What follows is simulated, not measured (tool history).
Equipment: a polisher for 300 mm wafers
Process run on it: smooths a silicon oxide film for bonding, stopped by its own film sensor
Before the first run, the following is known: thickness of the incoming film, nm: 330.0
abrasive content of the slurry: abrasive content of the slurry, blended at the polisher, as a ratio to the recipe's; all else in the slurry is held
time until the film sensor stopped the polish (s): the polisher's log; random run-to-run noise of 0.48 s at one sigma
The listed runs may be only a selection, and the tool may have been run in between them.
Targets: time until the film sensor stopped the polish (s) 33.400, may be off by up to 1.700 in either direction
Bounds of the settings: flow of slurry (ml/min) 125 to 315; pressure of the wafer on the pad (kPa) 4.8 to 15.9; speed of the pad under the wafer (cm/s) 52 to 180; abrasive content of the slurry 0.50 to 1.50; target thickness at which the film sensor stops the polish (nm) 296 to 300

run	day	flow of slurry (ml/min)	pressure of the wafer on the pad (kPa)	speed of the pad under the wafer (cm/s)	abrasive content of the slurry	target thickness at which the film sensor stops the polish (nm)	time until the film sensor stopped the polish (s)
1	0.000	205	10.3	116	1.00	296	50.368
2	0.267	205	10.3	142	1.00	296	43.350
3	0.617	205	8.3	142	1.00	296	53.855
4	0.883	205	9.7	144	1.00	296	45.968
5	0.938	205	9.7	118	1.00	296	54.136
6	1.225	175	9.7	118	1.00	296	55.487
# day 1.538: slurry nozzle cleaned
7	1.538	180	11.0	120	1.00	296	48.041
8	1.767	190	11.7	122	1.00	296	42.387

Which one of the following 5 next-run settings gets every result inside its allowed miss? There is exactly one.
A	1.996	130	13.1	128	1.30	300	?
B	1.996	185	15.2	146	0.90	299	?
C	1.996	190	13.8	156	0.95	297	?
D	1.996	175	9.7	146	1.40	297	?
E	1.996	130	14.5	144	0.90	300	?

move	time until the film sensor stopped the polish (s)
A	32.689
B	27.608
C	29.823
D	39.259
E	30.239
A: every result lands within tolerance
B: the result that was furthest off in the last run now lies on the other side of its target
C: the result that was furthest off in the last run now lies on the other side of its target
D: closer than the last run, but not yet in spec
E: the result that was furthest off in the last run now lies on the other side of its target
Answer: A

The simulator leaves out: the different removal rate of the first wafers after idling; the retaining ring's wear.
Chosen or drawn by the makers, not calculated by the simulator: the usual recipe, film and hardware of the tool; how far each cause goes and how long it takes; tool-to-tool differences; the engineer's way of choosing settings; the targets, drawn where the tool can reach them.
